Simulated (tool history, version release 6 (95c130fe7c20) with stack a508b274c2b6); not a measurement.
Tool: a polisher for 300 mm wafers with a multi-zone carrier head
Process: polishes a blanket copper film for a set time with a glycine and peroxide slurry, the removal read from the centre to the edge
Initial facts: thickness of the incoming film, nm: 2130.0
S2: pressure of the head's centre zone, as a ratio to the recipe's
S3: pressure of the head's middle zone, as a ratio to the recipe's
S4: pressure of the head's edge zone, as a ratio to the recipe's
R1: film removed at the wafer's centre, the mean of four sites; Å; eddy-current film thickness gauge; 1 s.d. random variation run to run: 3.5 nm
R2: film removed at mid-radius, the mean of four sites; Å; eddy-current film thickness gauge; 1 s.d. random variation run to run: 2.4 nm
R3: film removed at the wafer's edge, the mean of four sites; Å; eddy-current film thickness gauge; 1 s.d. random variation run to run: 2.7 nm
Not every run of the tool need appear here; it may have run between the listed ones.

run 1 hour=0.0 | flow_of_slurry_(ml/min)=260 S2=1.00 S3=1.00 S4=1.00 polishing_time_(s)=82 | R1=3641.3 R2=3602.9 R3=3615.1
run 2 hour=7.4 | flow_of_slurry_(ml/min)=260 S2=1.05 S3=1.00 S4=1.00 polishing_time_(s)=82 | R1=3822.7 R2=3636.1 R3=3562.7
run 3 hour=8.1 | flow_of_slurry_(ml/min)=255 S2=1.00 S3=1.00 S4=0.97 polishing_time_(s)=75 | R1=3263.4 R2=3304.2 R3=3280.9
run 4 hour=11.9 | flow_of_slurry_(ml/min)=255 S2=1.05 S3=1.00 S4=0.97 polishing_time_(s)=75 | R1=3439.1 R2=3238.7 R3=3246.7
run 5 hour=15.8 | flow_of_slurry_(ml/min)=250 S2=1.02 S3=1.00 S4=0.94 polishing_time_(s)=70 | R1=3189.5 R2=3005.7 R3=2994.2
run 6 hour=21.4 | flow_of_slurry_(ml/min)=245 S2=0.97 S3=1.00 S4=0.92 polishing_time_(s)=67 | R1=2852.6 R2=2958.6 R3=2788.8

Forecast run 7:
run 7 hour=23.9 | flow_of_slurry_(ml/min)=235 S2=0.95 S3=0.97 S4=0.92 polishing_time_(s)=66 | R1=? R2=? R3=?

For run 7 the tool returned R1 2662.9 Å, R2 2788.5 Å, R3 2790.4 Å.
